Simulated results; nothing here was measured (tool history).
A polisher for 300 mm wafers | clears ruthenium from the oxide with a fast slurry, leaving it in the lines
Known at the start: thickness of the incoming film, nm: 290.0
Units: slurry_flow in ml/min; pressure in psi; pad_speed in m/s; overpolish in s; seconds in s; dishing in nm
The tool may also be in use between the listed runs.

{"run": 1, "hour": 0.0, "slurry_flow": 180, "pressure": 2, "pad_speed": 1.02, "slurry_solids": 1, "overpolish": 12, "seconds": 124.89, "dishing": 23.783}
{"run": 2, "hour": 6.3, "slurry_flow": 180, "pressure": 2, "pad_speed": 1.02, "slurry_solids": 0.85, "overpolish": 12, "seconds": 143.14, "dishing": 21.414}
{"run": 3, "hour": 9.6, "slurry_flow": 180, "pressure": 2, "pad_speed": 1.02, "slurry_solids": 0.95, "overpolish": 12, "seconds": 131.73, "dishing": 23.204}
{"run": 4, "hour": 14.2, "slurry_flow": 185, "pressure": 2.1, "pad_speed": 1.02, "slurry_solids": 0.95, "overpolish": 11, "seconds": 124.18, "dishing": 22.912}
{"run": 5, "hour": 20.7, "slurry_flow": 190, "pressure": 2.2, "pad_speed": 1.02, "slurry_solids": 0.95, "overpolish": 10, "seconds": 119.34, "dishing": 21.142}
{"run": 6, "hour": 23.4, "slurry_flow": 190, "pressure": 2.2, "pad_speed": 1.02, "slurry_solids": 1.05, "overpolish": 10, "seconds": 107.48, "dishing": 23.973}

The next listed run, before its measurement:
{"run": 7, "hour": 24.5, "slurry_flow": 195, "pressure": 2.2, "pad_speed": 1.02, "slurry_solids": 1.05, "overpolish": 9, "seconds": "?", "dishing": "?"}

Run 7 gave seconds 107.54 s, dishing 21.26 nm.

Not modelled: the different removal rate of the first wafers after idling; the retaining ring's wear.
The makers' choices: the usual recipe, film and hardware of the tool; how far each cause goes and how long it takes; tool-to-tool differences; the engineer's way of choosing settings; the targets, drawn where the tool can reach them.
